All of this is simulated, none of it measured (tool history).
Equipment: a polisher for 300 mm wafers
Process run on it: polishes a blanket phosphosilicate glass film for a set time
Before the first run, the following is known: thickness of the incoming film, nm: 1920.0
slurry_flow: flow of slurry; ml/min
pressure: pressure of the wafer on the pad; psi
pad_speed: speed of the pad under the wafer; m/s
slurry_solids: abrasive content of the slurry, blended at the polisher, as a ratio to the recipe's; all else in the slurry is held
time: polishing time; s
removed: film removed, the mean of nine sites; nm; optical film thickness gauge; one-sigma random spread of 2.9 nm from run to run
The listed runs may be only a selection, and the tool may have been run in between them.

run	day	slurry_flow	pressure	pad_speed	slurry_solids	time	removed
1	0.000	130	2.5	1.24	1.0	56	364.95
2	0.071	145	2.5	1.24	1.0	56	374.17
3	0.367	145	2.5	1.24	1.1	56	393.39
4	0.612	120	2.5	1.24	1.1	56	373.39
5	0.892	135	2.6	1.24	1.1	56	400.45
6	0.942	135	2.6	1.24	1.1	56	399.16
7	1.150	145	2.7	1.24	1.1	56	423.27
8	1.304	155	2.7	1.24	1.1	56	430.42
9	1.608	165	2.7	1.24	1.1	56	430.97
10	1.762	170	2.7	1.24	1.1	56	435.41

Run 11 comes next. What will it give?
11	1.900	175	2.7	1.24	1.1	56	?

Run 11 gave removed 440.51 nm.

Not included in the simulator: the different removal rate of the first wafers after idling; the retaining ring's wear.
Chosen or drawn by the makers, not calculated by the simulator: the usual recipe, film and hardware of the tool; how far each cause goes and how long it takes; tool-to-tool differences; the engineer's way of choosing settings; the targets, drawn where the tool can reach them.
